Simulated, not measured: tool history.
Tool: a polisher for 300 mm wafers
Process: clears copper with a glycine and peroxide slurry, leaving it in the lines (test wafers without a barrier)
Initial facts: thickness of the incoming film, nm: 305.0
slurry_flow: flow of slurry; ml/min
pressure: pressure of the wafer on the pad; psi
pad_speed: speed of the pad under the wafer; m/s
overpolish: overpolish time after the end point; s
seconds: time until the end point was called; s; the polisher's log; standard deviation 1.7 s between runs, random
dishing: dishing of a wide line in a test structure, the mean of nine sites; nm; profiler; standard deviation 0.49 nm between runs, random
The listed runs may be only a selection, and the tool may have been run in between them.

run    day  slurry_flow  pressure  pad_speed  overpolish  seconds  dishing
  1      0          125         2        0.9          27   76.169   63.342
  2  0.271          125         2        0.9          16   75.421   42.041
  3  0.529          105         2        0.9          16   80.954    40.24
  4   0.75          105       1.8        0.9          16   87.803   37.971
  5  1.021          105       2.1        0.9          16   78.118   41.935
  6  1.142          105       2.1        0.9          25   75.382   59.591
  7  1.425          110         2        0.9          24   78.246   56.685
  8  1.617          115       1.9        0.9          23   82.546   54.128
  9  1.908          115       1.9       0.88          22   84.379   51.372
 10  2.104          120       1.7       0.88          18   92.055   40.855

What will run 11 give?
 11  2.138          125       1.7       0.88          18        ?        ?

{"run 11": {"seconds": 88.059, "dishing": 41.284}}
